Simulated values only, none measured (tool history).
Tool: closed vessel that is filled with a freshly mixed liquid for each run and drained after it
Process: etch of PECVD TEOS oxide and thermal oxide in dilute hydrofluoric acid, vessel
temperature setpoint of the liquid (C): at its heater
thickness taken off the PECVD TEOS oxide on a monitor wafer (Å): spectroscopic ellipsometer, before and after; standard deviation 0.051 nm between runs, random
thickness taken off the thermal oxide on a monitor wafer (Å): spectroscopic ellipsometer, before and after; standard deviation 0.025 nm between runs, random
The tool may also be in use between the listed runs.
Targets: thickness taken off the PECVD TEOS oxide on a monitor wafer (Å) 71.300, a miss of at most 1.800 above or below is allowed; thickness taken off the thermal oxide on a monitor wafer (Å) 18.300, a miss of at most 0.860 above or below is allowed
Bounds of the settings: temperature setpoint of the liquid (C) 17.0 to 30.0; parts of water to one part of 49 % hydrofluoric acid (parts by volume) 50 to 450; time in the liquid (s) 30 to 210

run,hour,temperature setpoint of the liquid (C),parts of water to one part of 49 % hydrofluoric acid (parts by volume),time in the liquid (s),thickness taken off the PECVD TEOS oxide on a monitor wafer (Å),thickness taken off the thermal oxide on a monitor wafer (Å)
1,0.0,22.0,250,105,62.721,15.728
2,6.4,23.0,250,105,64.805,16.454
3,12.1,24.0,250,105,67.001,16.866
4,14.6,24.5,250,105,67.597,17.444
5,19.1,24.5,250,145,92.742,24.018
6,26.7,22.5,250,145,86.751,22.807
7,35.5,21.0,250,145,82.420,21.555
8,44.6,20.0,250,145,79.832,20.001

Of the 4 settings listed for the next run, only one would bring every result within its allowed miss of target. Which one?
A,53.7,21.0,265,135,?,?
B,53.7,24.0,290,145,?,?
C,53.7,23.0,360,200,?,?
D,53.7,21.0,205,105,?,?

move,thickness taken off the PECVD TEOS oxide on a monitor wafer (Å),thickness taken off the thermal oxide on a monitor wafer (Å)
A,70.871,18.220
B,75.618,19.440
C,75.992,19.536
D,75.522,19.416
A: every result lands within tolerance
B: closes in on the targets versus the last run, not all within tolerance yet
C: closes in on the targets versus the last run, not all within tolerance yet
D: closes in on the targets versus the last run, not all within tolerance yet
The move that meets every target is A.

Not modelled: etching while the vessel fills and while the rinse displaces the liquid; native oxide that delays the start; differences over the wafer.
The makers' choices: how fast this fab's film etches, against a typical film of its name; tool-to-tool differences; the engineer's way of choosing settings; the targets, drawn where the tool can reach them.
